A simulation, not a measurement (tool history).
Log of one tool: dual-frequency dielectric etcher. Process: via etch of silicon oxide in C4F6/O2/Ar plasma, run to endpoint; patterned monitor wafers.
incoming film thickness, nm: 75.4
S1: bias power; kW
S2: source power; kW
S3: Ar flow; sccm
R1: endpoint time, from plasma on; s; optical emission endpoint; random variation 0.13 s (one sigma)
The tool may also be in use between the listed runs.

run	hour	S1	S2	S3	R1
1	0.0	0.325	0.430	237	18.777
2	1.0	0.284	0.430	237	19.565
3	2.8	0.306	0.440	235	18.965
4	8.0	0.267	0.440	235	20.233
5	16.3	0.267	0.500	235	19.027
6	18.7	0.295	0.500	235	18.490
7	24.6	0.309	0.510	234	18.314

Forecast run 8:
8	29.8	0.323	0.520	232	?

{"run 8": {"R1": 17.847}}
